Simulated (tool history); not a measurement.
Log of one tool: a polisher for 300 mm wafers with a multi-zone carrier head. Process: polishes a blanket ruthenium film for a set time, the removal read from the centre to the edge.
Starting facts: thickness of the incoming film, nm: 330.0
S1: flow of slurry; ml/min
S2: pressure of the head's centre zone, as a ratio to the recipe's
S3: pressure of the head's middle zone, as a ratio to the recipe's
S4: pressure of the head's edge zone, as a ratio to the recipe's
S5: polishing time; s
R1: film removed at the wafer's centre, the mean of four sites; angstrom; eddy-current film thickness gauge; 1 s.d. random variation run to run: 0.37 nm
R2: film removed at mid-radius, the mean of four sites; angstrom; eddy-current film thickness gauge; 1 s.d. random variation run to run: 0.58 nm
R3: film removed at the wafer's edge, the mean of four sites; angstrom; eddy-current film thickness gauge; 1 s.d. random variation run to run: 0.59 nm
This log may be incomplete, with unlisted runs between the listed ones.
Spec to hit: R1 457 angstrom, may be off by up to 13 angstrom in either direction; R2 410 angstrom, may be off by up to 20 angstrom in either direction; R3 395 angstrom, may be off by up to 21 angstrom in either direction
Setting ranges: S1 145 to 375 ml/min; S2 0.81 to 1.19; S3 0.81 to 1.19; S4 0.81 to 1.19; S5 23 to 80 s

Run 1, hour 0: S1 240 ml/min, S2 1, S3 1, S4 1, S5 51 s. Result: R1 605.33 angstrom, R2 618.68 angstrom, R3 634.47 angstrom.
Run 2, hour 8.8: S1 250 ml/min, S2 1.03, S3 0.99, S4 0.95, S5 44 s. Result: R1 546.77 angstrom, R2 534.46 angstrom, R3 510.23 angstrom.
Run 3, hour 11.1: S1 250 ml/min, S2 1.03, S3 0.94, S4 0.95, S5 44 s. Result: R1 551.95 angstrom, R2 498.41 angstrom, R3 524.76 angstrom.
Run 4, hour 14: S1 250 ml/min, S2 1.03, S3 0.94, S4 0.91, S5 41 s. Result: R1 505.79 angstrom, R2 482.72 angstrom, R3 478.91 angstrom.
Run 5, hour 18.5: S1 250 ml/min, S2 1.03, S3 0.94, S4 0.85, S5 41 s. Result: R1 501.98 angstrom, R2 478.82 angstrom, R3 464.93 angstrom.
Run 6, hour 26.3: S1 250 ml/min, S2 1.11, S3 0.94, S4 0.85, S5 41 s. Result: R1 539 angstrom, R2 482.45 angstrom, R3 474.61 angstrom.
Run 7, hour 34: S1 260 ml/min, S2 1.1, S3 0.93, S4 0.81, S5 31 s. Result: R1 414.45 angstrom, R2 360.99 angstrom, R3 336.79 angstrom.
Run 8, hour 42.9: S1 250 ml/min, S2 1.1, S3 0.95, S4 0.85, S5 32 s. Result: R1 418.98 angstrom, R2 370.38 angstrom, R3 358.52 angstrom.
Run 9, hour 48.8: S1 255 ml/min, S2 1.1, S3 0.96, S4 0.87, S5 33 s. Result: R1 435.34 angstrom, R2 399.62 angstrom, R3 390.44 angstrom.
Run 10, hour 53.4: S1 265 ml/min, S2 1.11, S3 0.96, S4 0.86, S5 33 s. Result: R1 443.89 angstrom, R2 382.72 angstrom, R3 383.98 angstrom.
Run 11, hour 61.8: S1 260 ml/min, S2 1.12, S3 0.97, S4 0.86, S5 33 s. Result: R1 442.22 angstrom, R2 392.33 angstrom, R3 372.81 angstrom.
Run 12, hour 67.8: S1 260 ml/min, S2 1.12, S3 0.98, S4 0.87, S5 33 s. Result: R1 440.14 angstrom, R2 396.36 angstrom, R3 383 angstrom.

Consider the 4 candidate settings below. Which is the only one whose results all fall within their allowed miss of target?
Run A, hour 73.8: S1 255 ml/min, S2 1.06, S3 0.93, S4 0.97, S5 33 s. Result: R1 ?, R2 ?, R3 ?.
Run B, hour 73.8: S1 245 ml/min, S2 1.19, S3 0.95, S4 0.81, S5 32 s. Result: R1 ?, R2 ?, R3 ?.
Run C, hour 73.8: S1 285 ml/min, S2 1.07, S3 0.92, S4 0.83, S5 35 s. Result: R1 ?, R2 ?, R3 ?.
Run D, hour 73.8: S1 235 ml/min, S2 1.1, S3 0.94, S4 0.95, S5 33 s. Result: R1 ?, R2 ?, R3 ?.

move      R1      R2      R3
   A   424.9  378.56  398.05
   B   456.1  371.28  354.61
   C   458.9  402.03  395.72
   D  436.18  378.83  392.12
A: moves away from the targets compared with the last run
B: corrects the largest miss of the last run, while another result sits out of spec
C: every result within its allowed miss
D: moves away from the targets compared with the last run
Answer: C
